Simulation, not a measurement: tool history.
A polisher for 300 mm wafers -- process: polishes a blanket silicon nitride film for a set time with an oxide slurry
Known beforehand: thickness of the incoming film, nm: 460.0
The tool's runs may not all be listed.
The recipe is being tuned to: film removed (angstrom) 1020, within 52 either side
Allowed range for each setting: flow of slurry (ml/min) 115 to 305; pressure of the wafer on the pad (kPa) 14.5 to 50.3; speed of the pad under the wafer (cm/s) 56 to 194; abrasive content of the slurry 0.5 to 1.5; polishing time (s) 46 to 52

run    day  flow of slurry (ml/min)  pressure of the wafer on the pad (kPa)  speed of the pad under the wafer (cm/s)  abrasive content of the slurry  polishing time (s)  film removed (angstrom)
  1      0                      195                                    32.4                                      124                               1                  52                   525.13
  2  0.221                      195                                    35.9                                      128                               1                  52                   594.99
  3  0.396                      195                                    35.9                                      152                               1                  52                   679.11
  4  0.517                      195                                    38.6                                      154                               1                  52                   724.95
  5  0.704                      195                                    40.7                                      156                               1                  52                   738.23
  6  0.846                      195                                    40.7                                      156                               1                  52                   766.34
  7   1.05                      195                                    42.7                                      158                               1                  52                   787.54
  8  1.388                      195                                    44.1                                      162                               1                  52                   840.95

Which single option among these 5 for the next run brings every result within its allowed miss of target? Just one does.
  A  1.725                      205                                    50.3                                      190                            1.05                  52                        ?
  B  1.725                      235                                    44.1                                      194                            1.35                  52                        ?
  C  1.725                      150                                    46.9                                      152                             0.8                  46                        ?
  D  1.725                      260                                    50.3                                      164                            1.05                  51                        ?
  E  1.725                      235                                    50.3                                      132                            0.85                  51                        ?

move  film removed (angstrom)
   A                   1126.6
   B                   1159.3
   C                   628.44
   D                     1032
   E                   770.67
A: the result that was furthest off in the last run now lies on the other side of its target
B: the result that was furthest off in the last run now lies on the other side of its target
C: misses by more than the last run did
D: each result inside its tolerance
E: misses by more than the last run did
Answer: D
